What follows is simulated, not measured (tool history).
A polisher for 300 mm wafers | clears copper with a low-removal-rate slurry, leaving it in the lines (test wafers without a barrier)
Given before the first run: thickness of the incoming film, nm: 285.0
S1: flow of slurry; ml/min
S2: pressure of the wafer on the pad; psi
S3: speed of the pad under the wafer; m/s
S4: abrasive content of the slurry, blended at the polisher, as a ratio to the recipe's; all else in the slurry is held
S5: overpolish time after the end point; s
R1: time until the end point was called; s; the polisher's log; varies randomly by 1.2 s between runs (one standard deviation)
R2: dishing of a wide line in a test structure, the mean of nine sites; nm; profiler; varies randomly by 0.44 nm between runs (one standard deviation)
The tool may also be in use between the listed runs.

run 1 day=0.000 | S1=180 S2=3.5 S3=0.84 S4=1.0 S5=10 | R1=100.210 R2=18.618
run 2 day=0.150 | S1=180 S2=3.8 S3=0.84 S4=1.0 S5=10 | R1=94.339 R2=20.000
run 3 day=0.283 | S1=210 S2=3.8 S3=0.84 S4=1.0 S5=10 | R1=89.021 R2=20.588
run 4 day=0.379 | S1=215 S2=4.0 S3=0.84 S4=1.0 S5=10 | R1=84.086 R2=21.951
run 5 day=0.625 | S1=220 S2=4.2 S3=0.84 S4=1.0 S5=10 | R1=83.684 R2=22.463
run 6 day=0.904 | S1=220 S2=4.2 S3=0.84 S4=1.0 S5=7 | R1=81.994 R2=15.816
run 7 day=1.008 | S1=220 S2=4.4 S3=0.86 S4=1.0 S5=7 | R1=78.806 R2=17.303
run 8 day=1.258 | S1=220 S2=4.6 S3=0.88 S4=1.0 S5=7 | R1=74.594 R2=18.513

Forecast run 9:
run 9 day=1.454 | S1=220 S2=4.7 S3=0.90 S4=1.0 S5=7 | R1=? R2=?

R1: 66.924 s
R2: 19.240 nm
